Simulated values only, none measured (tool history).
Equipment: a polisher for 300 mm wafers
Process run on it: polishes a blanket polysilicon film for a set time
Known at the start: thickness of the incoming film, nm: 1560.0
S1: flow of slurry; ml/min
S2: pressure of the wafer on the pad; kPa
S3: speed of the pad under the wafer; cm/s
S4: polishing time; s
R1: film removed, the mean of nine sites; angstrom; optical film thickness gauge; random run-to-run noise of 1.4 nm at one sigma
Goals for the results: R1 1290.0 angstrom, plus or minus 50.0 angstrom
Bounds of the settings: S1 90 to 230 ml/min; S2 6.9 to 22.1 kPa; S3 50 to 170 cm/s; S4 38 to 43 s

| run | hour | S1 | S2 | S3 | S4 | R1 |
|---|---|---|---|---|---|---|
| 1 | 0.0 | 150 | 14.5 | 110 | 43 | 2732.2 |
| 2 | 2.7 | 150 | 14.5 | 84 | 43 | 2101.2 |
| 3 | 5.1 | 150 | 16.5 | 84 | 43 | 2374.8 |
| 4 | 11.8 | 145 | 13.8 | 82 | 43 | 1978.0 |
| 5 | 14.8 | 145 | 13.8 | 108 | 43 | 2513.3 |
| 6 | 22.8 | 145 | 15.2 | 108 | 43 | 2772.2 |
| 7 | 24.3 | 145 | 12.4 | 100 | 43 | 2136.1 |
| 8 | 26.5 | 135 | 8.3 | 86 | 42 | 1193.3 |

Pick the move, out of 5, that brings all results within their allowed miss; only one does.
| A | 28.7 | 130 | 7.6 | 80 | 43 | ? |
| B | 28.7 | 135 | 9.0 | 92 | 42 | ? |
| C | 28.7 | 90 | 7.6 | 98 | 42 | ? |
| D | 28.7 | 125 | 8.3 | 88 | 40 | ? |
| E | 28.7 | 130 | 9.7 | 80 | 42 | ? |

| move | R1 |
|---|---|
| A | 1077.5 |
| B | 1416.8 |
| C | 1224.2 |
| D | 1187.3 |
| E | 1323.5 |
A: moves away from the targets compared with the last run
B: takes the result that was furthest off past its target
C: gains on the last run, yet a result remains outside its allowed miss
D: moves away from the targets compared with the last run
E: hits every target within its allowed miss
Go with E: it meets all targets.
